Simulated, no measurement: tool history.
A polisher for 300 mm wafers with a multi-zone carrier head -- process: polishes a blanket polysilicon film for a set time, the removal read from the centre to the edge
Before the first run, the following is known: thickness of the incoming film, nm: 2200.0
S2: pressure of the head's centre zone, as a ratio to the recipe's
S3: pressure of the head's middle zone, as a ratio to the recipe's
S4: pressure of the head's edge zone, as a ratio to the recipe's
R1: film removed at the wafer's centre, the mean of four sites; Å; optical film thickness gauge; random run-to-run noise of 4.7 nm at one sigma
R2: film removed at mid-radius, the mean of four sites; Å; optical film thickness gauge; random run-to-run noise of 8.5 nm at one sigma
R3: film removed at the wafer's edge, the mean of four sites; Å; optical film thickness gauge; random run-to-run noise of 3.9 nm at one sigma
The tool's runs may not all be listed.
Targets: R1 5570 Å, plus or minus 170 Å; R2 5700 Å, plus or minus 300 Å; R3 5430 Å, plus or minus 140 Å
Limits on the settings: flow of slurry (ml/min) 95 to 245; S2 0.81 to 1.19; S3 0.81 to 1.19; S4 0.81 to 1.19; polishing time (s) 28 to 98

{"run": 1, "hour": 0.0, "flow of slurry (ml/min)": 155, "S2": 1, "S3": 1, "S4": 1, "polishing time (s)": 63, "R1": 4285.7, "R2": 4517.2, "R3": 4091.8}
{"run": 2, "hour": 4.8, "flow of slurry (ml/min)": 160, "S2": 1, "S3": 1, "S4": 1.02, "polishing time (s)": 64, "R1": 4329.4, "R2": 4355.2, "R3": 4262.2}
{"run": 3, "hour": 7.7, "flow of slurry (ml/min)": 160, "S2": 1, "S3": 1.01, "S4": 1.02, "polishing time (s)": 65, "R1": 4338, "R2": 4590.6, "R3": 4293.8}
{"run": 4, "hour": 14.1, "flow of slurry (ml/min)": 165, "S2": 1.01, "S3": 1.02, "S4": 1.03, "polishing time (s)": 66, "R1": 4606.3, "R2": 4699.3, "R3": 4348.1}
{"run": 5, "hour": 19.5, "flow of slurry (ml/min)": 165, "S2": 1.01, "S3": 1.05, "S4": 1.03, "polishing time (s)": 66, "R1": 4560.8, "R2": 4693.1, "R3": 4403.3}
{"run": 6, "hour": 24.4, "flow of slurry (ml/min)": 170, "S2": 1.01, "S3": 1.06, "S4": 1.03, "polishing time (s)": 67, "R1": 4660.6, "R2": 4870.9, "R3": 4545.3}
{"run": 7, "hour": 28.7, "flow of slurry (ml/min)": 175, "S2": 1.01, "S3": 1.07, "S4": 1.04, "polishing time (s)": 68, "R1": 4737.1, "R2": 5036.2, "R3": 4641.9}
{"run": 8, "hour": 30.7, "flow of slurry (ml/min)": 180, "S2": 1.02, "S3": 1.08, "S4": 1.05, "polishing time (s)": 68, "R1": 4798.3, "R2": 5017.8, "R3": 4629.4}

Exercise: of the 5 proposed moves below, exactly one satisfies all targets within the stated allowed misses. Which move is it?
{"run": "A", "hour": 32.7, "flow of slurry (ml/min)": 170, "S2": 1.04, "S3": 1.06, "S4": 1.02, "polishing time (s)": 87, "R1": "?", "R2": "?", "R3": "?"}
{"run": "B", "hour": 32.7, "flow of slurry (ml/min)": 180, "S2": 1.02, "S3": 1.04, "S4": 1.16, "polishing time (s)": 80, "R1": "?", "R2": "?", "R3": "?"}
{"run": "C", "hour": 32.7, "flow of slurry (ml/min)": 150, "S2": 1.14, "S3": 1.16, "S4": 0.95, "polishing time (s)": 76, "R1": "?", "R2": "?", "R3": "?"}
{"run": "D", "hour": 32.7, "flow of slurry (ml/min)": 190, "S2": 1.03, "S3": 1.06, "S4": 1.09, "polishing time (s)": 78, "R1": "?", "R2": "?", "R3": "?"}
{"run": "E", "hour": 32.7, "flow of slurry (ml/min)": 225, "S2": 1.04, "S3": 1.15, "S4": 1.1, "polishing time (s)": 83, "R1": "?", "R2": "?", "R3": "?"}

move=A R1=6157.1 R2=6399.1 R3=5820.2
move=B R1=5622.9 R2=5859.7 R3=5741.3
move=C R1=5673.5 R2=5806.4 R3=4850.3
move=D R1=5566.1 R2=5818 R3=5448.2
move=E R1=6103.6 R2=6636.3 R3=5905.3
A: the result that was furthest off in the last run now lies on the other side of its target
B: the result that was furthest off in the last run now lies on the other side of its target
C: closer than the last run, but not yet in spec
D: all results land within tolerance of their targets
E: the result that was furthest off in the last run now lies on the other side of its target
So the answer is move D, the one that meets all the targets.
